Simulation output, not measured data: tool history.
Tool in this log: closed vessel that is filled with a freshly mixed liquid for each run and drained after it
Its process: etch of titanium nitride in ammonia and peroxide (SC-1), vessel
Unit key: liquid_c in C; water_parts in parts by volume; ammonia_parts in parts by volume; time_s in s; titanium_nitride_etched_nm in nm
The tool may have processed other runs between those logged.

| run | hour | liquid_c | water_parts | ammonia_parts | time_s | titanium_nitride_etched_nm |
|---|---|---|---|---|---|---|
| 1 | 0 | 57 | 10.5 | 0.45 | 100 | 8.2434 |
| 2 | 1.5 | 57 | 10.5 | 0.45 | 105 | 8.6801 |
| 3 | 8 | 53 | 10.5 | 0.45 | 105 | 6.5941 |
| 4 | 13.6 | 55 | 10.5 | 0.45 | 105 | 7.6244 |
| 5 | 18.1 | 56.5 | 10.5 | 0.45 | 105 | 8.3317 |
| 6 | 19.9 | 58 | 10.5 | 0.45 | 105 | 9.2789 |
| 7 | 22.2 | 59 | 10.5 | 0.45 | 105 | 9.854 |
| 8 | 26.3 | 60 | 10.5 | 0.45 | 105 | 10.56 |
| 9 | 35.6 | 60 | 10.5 | 0.45 | 105 | 10.647 |

For run 10, what comes out?
| 10 | 44.8 | 60.5 | 10.5 | 0.45 | 105 | ? |

Run 10 came out at titanium_nitride_etched_nm 10.923 nm.

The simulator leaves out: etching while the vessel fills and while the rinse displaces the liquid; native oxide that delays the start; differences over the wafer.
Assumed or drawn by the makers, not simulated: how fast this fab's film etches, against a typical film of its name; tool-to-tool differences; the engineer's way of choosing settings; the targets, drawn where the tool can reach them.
